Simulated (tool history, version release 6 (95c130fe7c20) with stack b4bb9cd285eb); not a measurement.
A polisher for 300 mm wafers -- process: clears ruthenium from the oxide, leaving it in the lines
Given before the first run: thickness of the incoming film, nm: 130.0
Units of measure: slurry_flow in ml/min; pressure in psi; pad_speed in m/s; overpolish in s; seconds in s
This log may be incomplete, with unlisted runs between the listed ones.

run	hour	slurry_flow	pressure	pad_speed	overpolish	seconds
1	0	275	1.4	1.22	21	117.1
2	5.6	245	1.4	1.22	21	117.01
3	13.8	270	1.4	1.22	21	120.15
4	21.7	270	1.7	1.22	21	100.97
5	23.1	270	1.9	1.22	21	87.545
6	26.8	270	1.9	1.22	23	88.113
7	28.9	270	1.7	1.2	23	99.539

The next listed run, before its measurement:
8	33.8	270	1.6	1.18	23	?

Run 8 measured seconds 103.6 s.
